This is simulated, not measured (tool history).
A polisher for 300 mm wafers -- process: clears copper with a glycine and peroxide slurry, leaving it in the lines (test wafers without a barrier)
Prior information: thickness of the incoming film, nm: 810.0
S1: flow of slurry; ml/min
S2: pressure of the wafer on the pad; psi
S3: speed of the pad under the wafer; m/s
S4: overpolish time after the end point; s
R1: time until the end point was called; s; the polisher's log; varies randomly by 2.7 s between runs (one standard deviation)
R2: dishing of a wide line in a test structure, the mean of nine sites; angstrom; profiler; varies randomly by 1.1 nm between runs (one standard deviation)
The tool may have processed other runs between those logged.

{"run": 1, "hour": 0.0, "S1": 230, "S2": 2.4, "S3": 1.16, "S4": 23, "R1": 159.1, "R2": 675.9}
{"run": 2, "hour": 8.8, "S1": 230, "S2": 2.4, "S3": 0.98, "S4": 23, "R1": 178.51, "R2": 626.14}
{"run": 3, "hour": 13.7, "S1": 230, "S2": 2.4, "S3": 0.98, "S4": 21, "R1": 170.46, "R2": 597.56}
{"run": 4, "hour": 21.8, "S1": 230, "S2": 2.1, "S3": 0.98, "S4": 21, "R1": 190.49, "R2": 555.68}
{"run": 5, "hour": 26.8, "S1": 270, "S2": 2.1, "S3": 0.98, "S4": 21, "R1": 189.44, "R2": 575.99}
{"run": 6, "hour": 32.7, "S1": 270, "S2": 2.2, "S3": 0.98, "S4": 20, "R1": 181.52, "R2": 547.53}
{"run": 7, "hour": 34.2, "S1": 270, "S2": 2.3, "S3": 0.98, "S4": 19, "R1": 177.86, "R2": 534.03}

What does the tool deliver on the next run?
{"run": 8, "hour": 35.3, "S1": 270, "S2": 2.4, "S3": 0.98, "S4": 18, "R1": "?", "R2": "?"}

R1: 172.72 s
R2: 537.79 angstrom
